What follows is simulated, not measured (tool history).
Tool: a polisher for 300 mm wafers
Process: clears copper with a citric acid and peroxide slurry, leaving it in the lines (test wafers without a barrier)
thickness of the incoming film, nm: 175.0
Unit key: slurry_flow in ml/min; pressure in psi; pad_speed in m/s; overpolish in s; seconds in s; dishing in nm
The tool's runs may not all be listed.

run 1 hour=0 | slurry_flow=160 pressure=2.4 pad_speed=1.24 slurry_solids=1 overpolish=18 | seconds=62.92 dishing=30.138
run 2 hour=7.7 | slurry_flow=160 pressure=2.4 pad_speed=1.24 slurry_solids=1 overpolish=25 | seconds=64.686 dishing=38.811
run 3 hour=15.9 | slurry_flow=120 pressure=2.4 pad_speed=1.24 slurry_solids=1 overpolish=25 | seconds=68.428 dishing=37.13
run 4 hour=24.4 | slurry_flow=120 pressure=2.4 pad_speed=1.24 slurry_solids=0.85 overpolish=25 | seconds=68.23 dishing=36.791
run 5 hour=26.1 | slurry_flow=120 pressure=2.7 pad_speed=1.24 slurry_solids=0.85 overpolish=25 | seconds=64.762 dishing=39.838
run 6 hour=30.1 | slurry_flow=120 pressure=2.2 pad_speed=1.2 slurry_solids=0.85 overpolish=25 | seconds=78.862 dishing=32.726

The next listed run, before its measurement:
run 7 hour=34.2 | slurry_flow=120 pressure=2 pad_speed=1.2 slurry_solids=0.85 overpolish=24 | seconds=? dishing=?

seconds: 84.277 s
dishing: 30.24 nm
